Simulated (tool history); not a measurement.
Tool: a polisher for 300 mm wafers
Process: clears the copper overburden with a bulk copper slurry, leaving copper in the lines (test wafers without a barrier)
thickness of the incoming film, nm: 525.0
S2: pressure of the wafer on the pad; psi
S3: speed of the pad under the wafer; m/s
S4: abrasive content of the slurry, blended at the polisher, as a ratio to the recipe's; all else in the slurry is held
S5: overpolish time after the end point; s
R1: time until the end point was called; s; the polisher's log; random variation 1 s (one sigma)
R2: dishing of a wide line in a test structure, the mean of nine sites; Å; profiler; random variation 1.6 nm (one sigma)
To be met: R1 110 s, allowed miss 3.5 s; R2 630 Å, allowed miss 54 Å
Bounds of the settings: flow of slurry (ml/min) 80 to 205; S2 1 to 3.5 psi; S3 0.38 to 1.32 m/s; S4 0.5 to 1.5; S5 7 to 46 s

run 1 hour=0 | flow_of_slurry_(ml/min)=135 S2=2.2 S3=0.84 S4=1 S5=24 | R1=69.333 R2=805.35
run 2 hour=2.2 | flow_of_slurry_(ml/min)=135 S2=2.7 S3=0.84 S4=1 S5=24 | R1=58.078 R2=960.95
run 3 hour=4.6 | flow_of_slurry_(ml/min)=135 S2=2.7 S3=0.96 S4=1 S5=24 | R1=50.488 R2=998.37
run 4 hour=7.9 | flow_of_slurry_(ml/min)=130 S2=2.4 S3=0.94 S4=1 S5=25 | R1=59.313 R2=949.78
run 5 hour=9.2 | flow_of_slurry_(ml/min)=130 S2=2.4 S3=0.94 S4=1 S5=28 | R1=58.308 R2=981.02
run 6 hour=17.4 | flow_of_slurry_(ml/min)=130 S2=2.4 S3=1.06 S4=1 S5=28 | R1=52.235 R2=1019
run 7 hour=18.8 | flow_of_slurry_(ml/min)=125 S2=2.1 S3=1.04 S4=1 S5=28 | R1=60.267 R2=925.61
run 8 hour=20.8 | flow_of_slurry_(ml/min)=120 S2=1.9 S3=1.02 S4=1 S5=28 | R1=68.133 R2=840.74
run 9 hour=26.2 | flow_of_slurry_(ml/min)=120 S2=1.9 S3=1.02 S4=1 S5=28 | R1=68.513 R2=857.25
run 10 hour=28.5 | flow_of_slurry_(ml/min)=105 S2=1.3 S3=0.98 S4=1 S5=30 | R1=102.61 R2=663.14
run 11 hour=32 | flow_of_slurry_(ml/min)=100 S2=1.3 S3=0.98 S4=1 S5=30 | R1=104.63 R2=632.8

Which of these 4 next moves meets every target?
run A hour=35.5 | flow_of_slurry_(ml/min)=135 S2=1.5 S3=0.86 S4=1.15 S5=23 | R1=? R2=?
run B hour=35.5 | flow_of_slurry_(ml/min)=110 S2=1.3 S3=0.92 S4=1 S5=30 | R1=? R2=?
run C hour=35.5 | flow_of_slurry_(ml/min)=105 S2=1.6 S3=0.86 S4=0.95 S5=26 | R1=? R2=?
run D hour=35.5 | flow_of_slurry_(ml/min)=105 S2=1.3 S3=0.98 S4=1.05 S5=29 | R1=? R2=?

move=A R1=96.571 R2=582.55
move=B R1=110.32 R2=613.83
move=C R1=98.565 R2=628.41
move=D R1=103.68 R2=623.7
A: further off than the last run
B: meets every target
C: further off than the last run
D: further off than the last run
The right move is B.
